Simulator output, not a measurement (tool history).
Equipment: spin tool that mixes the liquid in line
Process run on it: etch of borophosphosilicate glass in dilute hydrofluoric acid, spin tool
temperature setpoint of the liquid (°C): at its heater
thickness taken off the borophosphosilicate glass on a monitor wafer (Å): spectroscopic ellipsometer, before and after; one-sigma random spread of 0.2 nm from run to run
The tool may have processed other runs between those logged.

run  hour  temperature setpoint of the liquid (°C)  parts of water to one part of 49 % hydrofluoric acid (parts by volume)  time under the liquid (s)  thickness taken off the borophosphosilicate glass on a monitor wafer (Å)
  1     0                                       25                                                                     110                         35                                                                    135.37
  2   7.7                                       25                                                                     110                         35                                                                    133.51
  3  13.3                                       26                                                                     105                         35                                                                    146.92
  4  17.2                                     26.5                                                                     100                         35                                                                     158.5
  5  23.2                                       27                                                                      95                         35                                                                    172.89
  6  25.9                                       29                                                                      95                         35                                                                    184.56
     34.4  -- hydrofluoric acid flow meter replaced
  7  34.4                                     29.5                                                                      90                         35                                                                    218.31
  8  35.3                                       30                                                                      90                         35                                                                    226.57

Run 9 is up next; what results do you expect?
  9    39                                     30.5                                                                      90                         35                                                                         ?

Run 9 produced thickness taken off the borophosphosilicate glass on a monitor wafer (Å) 227.86.

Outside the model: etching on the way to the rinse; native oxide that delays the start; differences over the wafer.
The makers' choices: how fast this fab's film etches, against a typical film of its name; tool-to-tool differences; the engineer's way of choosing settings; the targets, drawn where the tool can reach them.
